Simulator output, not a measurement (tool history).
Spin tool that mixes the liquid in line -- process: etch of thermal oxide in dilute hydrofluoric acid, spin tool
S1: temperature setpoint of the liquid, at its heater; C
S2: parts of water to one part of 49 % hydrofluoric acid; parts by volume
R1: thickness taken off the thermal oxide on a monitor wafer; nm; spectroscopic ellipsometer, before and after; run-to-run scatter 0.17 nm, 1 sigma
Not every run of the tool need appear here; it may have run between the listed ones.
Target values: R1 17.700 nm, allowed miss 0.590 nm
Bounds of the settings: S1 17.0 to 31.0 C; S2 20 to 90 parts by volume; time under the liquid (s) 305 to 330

run 1 day=0.000 | S1=23.0 S2=50 time_under_the_liquid_(s)=305 | R1=29.539
run 2 day=0.354 | S1=23.0 S2=50 time_under_the_liquid_(s)=305 | R1=28.911
run 3 day=0.662 | S1=21.5 S2=55 time_under_the_liquid_(s)=305 | R1=25.149
run 4 day=0.896 | S1=18.5 S2=55 time_under_the_liquid_(s)=305 | R1=22.128
run 5 day=0.933 | S1=18.0 S2=55 time_under_the_liquid_(s)=305 | R1=21.846
run 6 day=1.296 | S1=21.0 S2=55 time_under_the_liquid_(s)=305 | R1=24.110
run 7 day=1.542 | S1=20.0 S2=55 time_under_the_liquid_(s)=305 | R1=23.397
run 8 day=1.762 | S1=19.5 S2=55 time_under_the_liquid_(s)=305 | R1=22.794
run 9 day=1.971 | S1=19.0 S2=55 time_under_the_liquid_(s)=305 | R1=22.403
run 10 day=2.121 | S1=18.5 S2=55 time_under_the_liquid_(s)=305 | R1=21.585
run 11 day=2.308 | S1=18.0 S2=55 time_under_the_liquid_(s)=305 | R1=21.790
run 12 day=2.538 | S1=17.5 S2=60 time_under_the_liquid_(s)=305 | R1=19.031
run 13 day=2.708 | S1=17.0 S2=60 time_under_the_liquid_(s)=305 | R1=18.807

Which single option among these 5 for the next run brings every result within its allowed miss of target? Just one does.
run A day=2.879 | S1=20.5 S2=75 time_under_the_liquid_(s)=320 | R1=?
run B day=2.879 | S1=18.0 S2=60 time_under_the_liquid_(s)=305 | R1=?
run C day=2.879 | S1=17.0 S2=60 time_under_the_liquid_(s)=310 | R1=?
run D day=2.879 | S1=18.0 S2=60 time_under_the_liquid_(s)=315 | R1=?
run E day=2.879 | S1=17.5 S2=60 time_under_the_liquid_(s)=320 | R1=?

move=A R1=18.044
move=B R1=19.681
move=C R1=19.161
move=D R1=20.326
move=E R1=20.210
A: each result inside its tolerance
B: further off than the last run
C: further off than the last run
D: further off than the last run
E: further off than the last run
The right move is A.
